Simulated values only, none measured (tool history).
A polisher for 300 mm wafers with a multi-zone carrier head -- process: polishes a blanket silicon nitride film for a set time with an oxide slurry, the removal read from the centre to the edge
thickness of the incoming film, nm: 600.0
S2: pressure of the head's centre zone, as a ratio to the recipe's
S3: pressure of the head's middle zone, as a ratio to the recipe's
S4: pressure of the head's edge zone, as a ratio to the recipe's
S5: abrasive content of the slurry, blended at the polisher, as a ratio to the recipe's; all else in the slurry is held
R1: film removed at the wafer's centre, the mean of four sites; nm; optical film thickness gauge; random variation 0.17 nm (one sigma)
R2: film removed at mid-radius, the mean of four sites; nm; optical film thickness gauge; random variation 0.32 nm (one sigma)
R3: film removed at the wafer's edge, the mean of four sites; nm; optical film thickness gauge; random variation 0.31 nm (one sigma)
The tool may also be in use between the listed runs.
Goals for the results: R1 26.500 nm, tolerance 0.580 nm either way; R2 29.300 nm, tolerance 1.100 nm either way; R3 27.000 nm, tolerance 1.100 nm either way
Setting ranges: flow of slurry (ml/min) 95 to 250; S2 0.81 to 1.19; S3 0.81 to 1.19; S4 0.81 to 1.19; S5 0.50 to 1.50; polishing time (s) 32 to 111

run 1 day=0.000 | flow_of_slurry_(ml/min)=160 S2=1.00 S3=1.00 S4=1.00 S5=1.00 polishing_time_(s)=71 | R1=34.127 R2=33.164 R3=32.910
run 2 day=0.350 | flow_of_slurry_(ml/min)=160 S2=0.96 S3=1.00 S4=1.00 S5=1.00 polishing_time_(s)=71 | R1=32.633 R2=33.076 R3=33.469
run 3 day=0.533 | flow_of_slurry_(ml/min)=150 S2=0.95 S3=1.01 S4=0.95 S5=0.95 polishing_time_(s)=71 | R1=31.208 R2=31.735 R3=31.597
run 4 day=0.746 | flow_of_slurry_(ml/min)=165 S2=0.95 S3=1.01 S4=0.95 S5=0.95 polishing_time_(s)=71 | R1=31.844 R2=33.123 R3=32.328
run 5 day=0.938 | flow_of_slurry_(ml/min)=165 S2=1.01 S3=1.01 S4=0.95 S5=0.95 polishing_time_(s)=71 | R1=33.818 R2=32.656 R3=31.908
run 6 day=1.212 | flow_of_slurry_(ml/min)=200 S2=1.01 S3=1.01 S4=0.95 S5=0.95 polishing_time_(s)=71 | R1=35.152 R2=34.210 R3=32.689
run 7 day=1.271 | flow_of_slurry_(ml/min)=185 S2=0.98 S3=1.02 S4=0.91 S5=0.90 polishing_time_(s)=71 | R1=32.952 R2=33.456 R3=31.259
run 8 day=1.500 | flow_of_slurry_(ml/min)=170 S2=0.95 S3=1.02 S4=0.88 S5=0.85 polishing_time_(s)=71 | R1=31.094 R2=32.022 R3=30.019
-- day=1.658 centre zone pressure recalibrated
run 9 day=1.658 | flow_of_slurry_(ml/min)=155 S2=0.93 S3=1.03 S4=0.86 S5=0.80 polishing_time_(s)=71 | R1=27.428 R2=31.017 R3=28.681
run 10 day=1.779 | flow_of_slurry_(ml/min)=150 S2=0.94 S3=1.03 S4=0.85 S5=0.80 polishing_time_(s)=71 | R1=27.444 R2=31.527 R3=28.341
run 11 day=2.033 | flow_of_slurry_(ml/min)=145 S2=0.94 S3=1.01 S4=0.84 S5=0.80 polishing_time_(s)=71 | R1=26.856 R2=30.125 R3=28.489

Which of these 4 next moves meets every target?
run A day=2.288 | flow_of_slurry_(ml/min)=200 S2=1.02 S3=1.04 S4=0.87 S5=0.95 polishing_time_(s)=58 | R1=? R2=? R3=?
run B day=2.288 | flow_of_slurry_(ml/min)=105 S2=0.98 S3=1.04 S4=0.84 S5=0.80 polishing_time_(s)=73 | R1=? R2=? R3=?
run C day=2.288 | flow_of_slurry_(ml/min)=110 S2=0.87 S3=0.94 S4=0.84 S5=0.75 polishing_time_(s)=84 | R1=? R2=? R3=?
run D day=2.288 | flow_of_slurry_(ml/min)=140 S2=0.91 S3=1.05 S4=0.81 S5=0.90 polishing_time_(s)=70 | R1=? R2=? R3=?

move=A R1=27.354 R2=28.814 R3=26.581
move=B R1=26.230 R2=29.325 R3=27.782
move=C R1=26.542 R2=30.699 R3=31.545
move=D R1=26.731 R2=32.124 R3=28.981
A: corrects the largest miss of the last run, while another result sits out of spec
B: all results land within tolerance of their targets
C: the biggest miss grows against the last run
D: the biggest miss grows against the last run
The move that meets every target is B.
